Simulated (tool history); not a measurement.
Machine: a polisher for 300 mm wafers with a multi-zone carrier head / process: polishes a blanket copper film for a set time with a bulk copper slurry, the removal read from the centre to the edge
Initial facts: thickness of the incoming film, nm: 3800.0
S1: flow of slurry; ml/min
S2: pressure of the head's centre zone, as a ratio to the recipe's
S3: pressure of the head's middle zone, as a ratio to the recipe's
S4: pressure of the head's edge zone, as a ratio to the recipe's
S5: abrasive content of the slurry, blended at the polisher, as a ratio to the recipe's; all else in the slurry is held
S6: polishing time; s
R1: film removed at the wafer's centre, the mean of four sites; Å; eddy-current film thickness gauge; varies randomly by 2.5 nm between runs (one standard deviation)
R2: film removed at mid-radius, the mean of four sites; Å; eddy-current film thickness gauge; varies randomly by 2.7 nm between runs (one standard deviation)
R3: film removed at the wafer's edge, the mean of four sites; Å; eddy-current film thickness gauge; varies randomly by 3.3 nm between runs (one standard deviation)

| run | day | S1 | S2 | S3 | S4 | S5 | S6 | R1 | R2 | R3 |
|---|---|---|---|---|---|---|---|---|---|---|
| 1 | 0 | 200 | 1 | 1 | 1 | 1 | 48 | 6022.7 | 6105.1 | 6297.5 |
| 2 | 0.225 | 220 | 1 | 1 | 1 | 1 | 48 | 6145.7 | 6181.4 | 6240.6 |
| 3 | 0.567 | 230 | 0.98 | 0.99 | 0.98 | 0.9 | 45 | 5546.5 | 5588.3 | 5659.2 |
| 4 | 0.75 | 235 | 0.96 | 0.99 | 0.96 | 0.85 | 43 | 5057.1 | 5352.6 | 5329.4 |
| 5 | 0.925 | 245 | 0.95 | 0.98 | 0.94 | 0.8 | 41 | 4773.4 | 4991.9 | 4935.2 |
| 6 | 1.079 | 245 | 0.95 | 0.98 | 0.94 | 0.9 | 41 | 4945.8 | 5192.3 | 5134.8 |
| 7 | 1.354 | 250 | 0.94 | 0.97 | 0.92 | 0.85 | 39 | 4620.3 | 4871.5 | 4656.5 |
| 8 | 1.392 | 245 | 0.92 | 0.95 | 0.9 | 0.8 | 39 | 4411 | 4671.5 | 4582 |
| 9 | 1.679 | 250 | 0.91 | 0.94 | 0.89 | 0.75 | 38 | 4123.7 | 4425.6 | 4354.8 |
| 10 | 1.704 | 255 | 0.9 | 0.94 | 0.88 | 0.7 | 37 | 3925.9 | 4197.6 | 4130.7 |
| 11 | 2.075 | 255 | 0.89 | 0.94 | 0.87 | 0.65 | 37 | 3814 | 4029.7 | 4050.8 |
| 12 | 2.179 | 255 | 0.89 | 0.95 | 0.86 | 0.65 | 37 | 3806.4 | 4131.6 | 3943.6 |
| 13 | 2.288 | 245 | 0.89 | 0.95 | 0.85 | 0.65 | 37 | 3763.5 | 4098.9 | 3936.8 |
| 14 | 2.396 | 235 | 0.89 | 0.95 | 0.84 | 0.65 | 37 | 3712.6 | 4150.8 | 3901.2 |
| 15 | 2.746 | 180 | 0.89 | 0.88 | 0.81 | 0.5 | 35 | 3018.2 | 3257.6 | 3157 |
| 16 | 3.108 | 235 | 0.87 | 0.92 | 0.84 | 0.5 | 35 | 3079.3 | 3387.6 | 3325.7 |
| 17 | 3.288 | 245 | 0.87 | 0.93 | 0.84 | 0.5 | 35 | 3146.2 | 3484.4 | 3281 |

Forecast run 18:
| 18 | 3.483 | 250 | 0.87 | 0.93 | 0.85 | 0.5 | 35 | ? | ? | ? |

{"run 18": {"R1": 3167, "R2": 3472.9, "R3": 3357.3}}
